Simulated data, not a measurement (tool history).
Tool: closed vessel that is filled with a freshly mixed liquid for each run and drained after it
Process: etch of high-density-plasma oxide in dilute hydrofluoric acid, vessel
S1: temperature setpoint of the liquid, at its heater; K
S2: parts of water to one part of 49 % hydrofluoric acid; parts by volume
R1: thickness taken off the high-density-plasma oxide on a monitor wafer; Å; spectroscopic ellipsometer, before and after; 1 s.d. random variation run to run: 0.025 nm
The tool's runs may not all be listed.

{"run": 1, "hour": 0.0, "S1": 298.15, "S2": 105, "time in the liquid (s)": 140, "R1": 89.114}
{"run": 2, "hour": 3.2, "S1": 298.15, "S2": 105, "time in the liquid (s)": 95, "R1": 60.589}
{"run": 3, "hour": 10.6, "S1": 298.15, "S2": 80, "time in the liquid (s)": 95, "R1": 82.088}
{"run": 4, "hour": 12.2, "S1": 298.15, "S2": 95, "time in the liquid (s)": 95, "R1": 68.028}
{"run": 5, "hour": 21.0, "S1": 298.65, "S2": 95, "time in the liquid (s)": 95, "R1": 69.105}
{"run": 6, "hour": 22.1, "S1": 297.15, "S2": 95, "time in the liquid (s)": 95, "R1": 65.066}

Run 7, settings as shown, results not yet in. Your forecast:
{"run": 7, "hour": 24.2, "S1": 297.65, "S2": 95, "time in the liquid (s)": 95, "R1": "?"}

{"run 7": {"R1": 66.213}}

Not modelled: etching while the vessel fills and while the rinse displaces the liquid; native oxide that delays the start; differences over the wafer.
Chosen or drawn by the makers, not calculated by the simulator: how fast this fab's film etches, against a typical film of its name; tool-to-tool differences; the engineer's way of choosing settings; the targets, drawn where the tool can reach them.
